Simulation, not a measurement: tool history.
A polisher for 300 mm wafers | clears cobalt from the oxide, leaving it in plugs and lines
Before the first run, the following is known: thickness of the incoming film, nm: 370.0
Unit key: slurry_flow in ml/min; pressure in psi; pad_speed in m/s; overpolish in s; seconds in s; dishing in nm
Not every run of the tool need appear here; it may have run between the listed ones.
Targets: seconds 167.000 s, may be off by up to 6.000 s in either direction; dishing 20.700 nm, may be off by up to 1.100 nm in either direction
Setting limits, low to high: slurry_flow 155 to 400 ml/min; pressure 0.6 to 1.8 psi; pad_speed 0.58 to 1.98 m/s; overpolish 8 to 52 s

run  hour  slurry_flow  pressure  pad_speed  overpolish  seconds  dishing
  1   0.0          255       1.2       1.28          26  104.170   47.086
  2   3.7          255       1.2       1.54          26   88.437   49.345
  3  10.5          220       1.0       1.46          20  104.780   41.767
  4  15.5          195       1.0       1.46          20  107.080   42.046
  5  18.9          195       1.0       1.16          20  134.310   37.000
  6  27.3          195       1.0       1.16          27  133.150   43.432
  7  31.9          265       1.0       1.00          21  149.390   35.319
  8  32.6          310       0.9       0.98          17  160.950   28.996
  9  39.8          340       0.8       1.02          14  164.510   25.406
 10  48.3          400       0.7       1.06           8  168.010   15.804
 11  49.1          375       0.7       1.06           8  170.770   15.499
 12  50.4          375       0.7       1.06          21  168.960   32.755
 13  57.7          380       0.7       1.08          18  168.840   30.243
 14  61.2          380       0.7       1.06          16  169.130   27.405
 15  63.4          380       0.7       1.06          14  169.780   25.162
 16  65.1          380       0.7       1.04          13  173.260   23.320

Exercise: of the 5 proposed moves below, exactly one satisfies all targets within the stated allowed misses. Which move is it?
  A  66.8          385       0.6       1.14          11        ?        ?
  B  66.8          360       0.8       1.12          12        ?        ?
  C  66.8          400       0.8       0.94          13        ?        ?
  D  66.8          370       0.6       1.04          11        ?        ?
  E  66.8          400       0.6       1.14          10        ?        ?

move  seconds  dishing
   A  167.310   20.489
   B  147.210   24.211
   C  172.980   22.777
   D  183.330   19.037
   E  166.880   19.006
A: all results land within tolerance of their targets
B: misses by more than the last run did
C: better than the last run, though not everything is in spec
D: carries the result that was furthest off beyond its target, to the other side
E: carries the result that was furthest off beyond its target, to the other side
A is the move that brings every result within its allowed miss.
